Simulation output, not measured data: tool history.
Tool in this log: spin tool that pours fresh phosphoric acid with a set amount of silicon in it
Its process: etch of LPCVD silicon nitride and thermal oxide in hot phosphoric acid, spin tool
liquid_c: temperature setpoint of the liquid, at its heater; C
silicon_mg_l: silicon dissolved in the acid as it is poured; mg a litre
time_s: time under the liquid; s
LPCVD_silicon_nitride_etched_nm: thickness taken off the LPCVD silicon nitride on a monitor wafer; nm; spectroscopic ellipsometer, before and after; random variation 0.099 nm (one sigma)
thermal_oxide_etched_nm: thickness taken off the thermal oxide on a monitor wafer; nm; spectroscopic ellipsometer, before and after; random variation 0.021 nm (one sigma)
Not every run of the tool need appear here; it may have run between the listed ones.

run	hour	liquid_c	silicon_mg_l	time_s	LPCVD_silicon_nitride_etched_nm	thermal_oxide_etched_nm
1	0	161	9	165	15.978	0.3736
2	4.9	161.5	10.5	165	16.178	0.36122
3	12.2	162	11	165	16.526	0.38233
4	14.2	162	11	130	12.948	0.29997
5	18.9	163	11	130	13.436	0.33383
6	23.4	164.5	11	130	14.096	0.39815
7	29.8	164.5	12.5	140	15.169	0.3531

For run 8, what comes out?
8	38	164.5	12.5	145	?	?

{"run 8": {"LPCVD_silicon_nitride_etched_nm": 15.779, "thermal_oxide_etched_nm": 0.37502}}
